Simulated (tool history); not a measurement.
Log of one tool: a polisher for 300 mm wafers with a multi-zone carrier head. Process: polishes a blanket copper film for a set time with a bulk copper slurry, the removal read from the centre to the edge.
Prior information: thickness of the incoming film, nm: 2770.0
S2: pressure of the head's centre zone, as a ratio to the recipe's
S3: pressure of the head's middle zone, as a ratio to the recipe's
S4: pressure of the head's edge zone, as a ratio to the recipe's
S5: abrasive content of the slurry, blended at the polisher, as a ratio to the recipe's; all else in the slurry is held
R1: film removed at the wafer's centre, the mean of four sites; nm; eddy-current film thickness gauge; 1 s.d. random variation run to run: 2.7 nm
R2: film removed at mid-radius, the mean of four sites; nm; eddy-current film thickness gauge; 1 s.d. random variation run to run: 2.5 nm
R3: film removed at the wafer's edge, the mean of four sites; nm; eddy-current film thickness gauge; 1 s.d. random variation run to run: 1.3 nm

{"run": 1, "hour": 0.0, "flow of slurry (ml/min)": 165, "S2": 1.0, "S3": 1.0, "S4": 1.0, "S5": 1.0, "polishing time (s)": 33, "R1": 183.86, "R2": 184.49, "R3": 185.09}
{"run": 2, "hour": 3.8, "flow of slurry (ml/min)": 180, "S2": 1.02, "S3": 0.98, "S4": 1.02, "S5": 1.0, "polishing time (s)": 33, "R1": 186.65, "R2": 179.68, "R3": 185.01}
{"run": 3, "hour": 6.8, "flow of slurry (ml/min)": 180, "S2": 1.02, "S3": 1.03, "S4": 1.02, "S5": 1.0, "polishing time (s)": 33, "R1": 187.52, "R2": 186.88, "R3": 188.11}
{"run": 4, "hour": 14.5, "flow of slurry (ml/min)": 180, "S2": 1.02, "S3": 1.03, "S4": 1.02, "S5": 1.0, "polishing time (s)": 26, "R1": 148.41, "R2": 147.83, "R3": 146.69}
{"run": 5, "hour": 21.1, "flow of slurry (ml/min)": 180, "S2": 1.02, "S3": 1.03, "S4": 1.02, "S5": 1.0, "polishing time (s)": 32, "R1": 188.46, "R2": 182.89, "R3": 180.41}
{"run": 6, "hour": 28.8, "flow of slurry (ml/min)": 205, "S2": 1.02, "S3": 1.03, "S4": 1.02, "S5": 1.0, "polishing time (s)": 32, "R1": 186.4, "R2": 189.75, "R3": 185.67}
{"run": 7, "hour": 33.9, "flow of slurry (ml/min)": 210, "S2": 1.04, "S3": 1.02, "S4": 1.05, "S5": 1.05, "polishing time (s)": 32, "R1": 196.63, "R2": 185.83, "R3": 186.1}

The next listed run, before its measurement:
{"run": 8, "hour": 39.5, "flow of slurry (ml/min)": 215, "S2": 1.03, "S3": 1.01, "S4": 1.08, "S5": 1.1, "polishing time (s)": 32, "R1": "?", "R2": "?", "R3": "?"}

Run 8 measured R1 192.21 nm, R2 190.17 nm, R3 194.91 nm.
